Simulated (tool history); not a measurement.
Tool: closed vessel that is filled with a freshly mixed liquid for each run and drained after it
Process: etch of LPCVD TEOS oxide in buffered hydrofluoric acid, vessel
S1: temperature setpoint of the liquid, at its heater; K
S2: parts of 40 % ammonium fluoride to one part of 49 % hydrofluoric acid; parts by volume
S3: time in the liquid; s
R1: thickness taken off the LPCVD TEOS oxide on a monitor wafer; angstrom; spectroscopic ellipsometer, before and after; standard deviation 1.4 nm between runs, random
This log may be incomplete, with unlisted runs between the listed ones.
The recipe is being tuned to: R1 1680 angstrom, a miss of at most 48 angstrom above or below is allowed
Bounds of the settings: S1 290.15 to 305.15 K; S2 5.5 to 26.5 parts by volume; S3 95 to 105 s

run  hour      S1    S2   S3      R1
  1     0  297.15    16   95  2375.1
  2   5.9  295.65    16   95  2151.9
  3  14.1  294.65    16   95  2031.6
  4  21.5  292.15    16   95  1777.5
  5  26.6  292.15    16   95  1789.2
  6  34.4  292.15    16  105  1976.8
  7  34.9  291.65    16  105  1927.8
  8  38.7  291.15    16  105    1885
  9  44.4  290.65  16.5  105  1747.4

Which of these 4 next moves meets every target?
  A  50.1  290.65  15.5  105   ?
  B  50.1  290.15    15   95   ?
  C  50.1  290.15    14   95   ?
  D  50.1  290.15    15  100   ?

move      R1
   A  1837.1
   B  1668.4
   C  1785.5
   D  1756.2
A: the biggest miss grows against the last run
B: in spec on every target
C: the biggest miss grows against the last run
D: the biggest miss grows against the last run
The right move is B.
